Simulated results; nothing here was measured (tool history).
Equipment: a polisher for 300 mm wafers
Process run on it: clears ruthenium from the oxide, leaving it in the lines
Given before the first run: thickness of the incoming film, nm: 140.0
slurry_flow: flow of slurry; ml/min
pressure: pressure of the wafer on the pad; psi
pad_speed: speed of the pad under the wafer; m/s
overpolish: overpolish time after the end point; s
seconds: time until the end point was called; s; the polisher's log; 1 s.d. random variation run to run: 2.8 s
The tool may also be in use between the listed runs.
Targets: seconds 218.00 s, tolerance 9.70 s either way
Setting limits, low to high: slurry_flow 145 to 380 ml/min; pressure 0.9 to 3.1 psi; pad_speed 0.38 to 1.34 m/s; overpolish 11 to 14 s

| run | hour | slurry_flow | pressure | pad_speed | overpolish | seconds |
|---|---|---|---|---|---|---|
| 1 | 0.0 | 245 | 2.0 | 0.86 | 14 | 171.36 |
| 2 | 3.2 | 245 | 1.9 | 0.86 | 14 | 178.53 |
| 3 | 10.6 | 245 | 2.2 | 0.86 | 14 | 159.24 |
| 4 | 15.9 | 200 | 2.2 | 0.86 | 14 | 160.62 |
| 5 | 19.8 | 200 | 2.0 | 0.86 | 14 | 178.48 |
| 6 | 25.5 | 200 | 1.8 | 0.86 | 14 | 191.38 |
| 7 | 29.8 | 200 | 1.7 | 0.86 | 14 | 199.46 |
| 8 | 35.9 | 200 | 1.6 | 0.86 | 14 | 208.14 |

Exercise: of the 4 proposed moves below, exactly one satisfies all targets within the stated allowed misses. Which move is it?
| A | 42.0 | 185 | 1.7 | 0.78 | 14 | ? |
| B | 42.0 | 205 | 1.8 | 0.84 | 14 | ? |
| C | 42.0 | 215 | 1.7 | 0.88 | 14 | ? |
| D | 42.0 | 230 | 1.6 | 0.88 | 14 | ? |

| move | seconds |
|---|---|
| A | 221.44 |
| B | 194.96 |
| C | 193.22 |
| D | 200.29 |
A: every result within its allowed miss
B: the biggest miss grows against the last run
C: the biggest miss grows against the last run
D: the biggest miss grows against the last run
The move that meets every target is A.
